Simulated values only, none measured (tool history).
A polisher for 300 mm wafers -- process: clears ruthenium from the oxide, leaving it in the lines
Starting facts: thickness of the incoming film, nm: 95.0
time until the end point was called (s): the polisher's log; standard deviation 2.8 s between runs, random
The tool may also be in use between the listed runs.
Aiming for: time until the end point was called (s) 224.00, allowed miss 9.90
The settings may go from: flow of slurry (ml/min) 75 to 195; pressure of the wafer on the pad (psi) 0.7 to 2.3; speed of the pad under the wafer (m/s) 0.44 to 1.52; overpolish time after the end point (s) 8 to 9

run  hour  flow of slurry (ml/min)  pressure of the wafer on the pad (psi)  speed of the pad under the wafer (m/s)  overpolish time after the end point (s)  time until the end point was called (s)
  1   0.0                      125                                     1.5                                    0.98                                        9                                   145.74
  2   1.6                      100                                     1.5                                    0.98                                        9                                   153.08
  3   9.0                      120                                     1.5                                    0.98                                        9                                   142.48
  4  11.6                      120                                     1.5                                    0.80                                        9                                   176.80
  5  14.0                      115                                     1.4                                    0.80                                        9                                   188.29
  6  20.9                      115                                     1.4                                    0.80                                        9                                   193.91
  7  22.9                      110                                     1.4                                    0.80                                        9                                   195.76
  8  24.3                      105                                     1.4                                    0.80                                        9                                   196.84
  9  29.1                      100                                     1.4                                    0.80                                        9                                   201.35
 10  31.4                       95                                     1.4                                    0.80                                        9                                   198.02

Next run, 5 choices. One meets every target within its allowed miss, the rest don't. Which?
  A  33.7                       85                                     1.4                                    0.68                                        9                                        ?
  B  33.7                       80                                     1.2                                    0.88                                        9                                        ?
  C  33.7                       95                                     1.6                                    0.80                                        8                                        ?
  D  33.7                       85                                     1.5                                    0.74                                        9                                        ?
  E  33.7                      100                                     1.7                                    0.76                                        9                                        ?

move  time until the end point was called (s)
   A                                   239.32
   B                                   220.13
   C                                   173.53
   D                                   206.41
   E                                   169.31
A: takes the biggest miss from the last run beyond its target
B: all results land within tolerance of their targets
C: lands further from the targets than the last run did
D: moves toward the targets from the last run without getting all of them in spec
E: lands further from the targets than the last run did
The right move is B.

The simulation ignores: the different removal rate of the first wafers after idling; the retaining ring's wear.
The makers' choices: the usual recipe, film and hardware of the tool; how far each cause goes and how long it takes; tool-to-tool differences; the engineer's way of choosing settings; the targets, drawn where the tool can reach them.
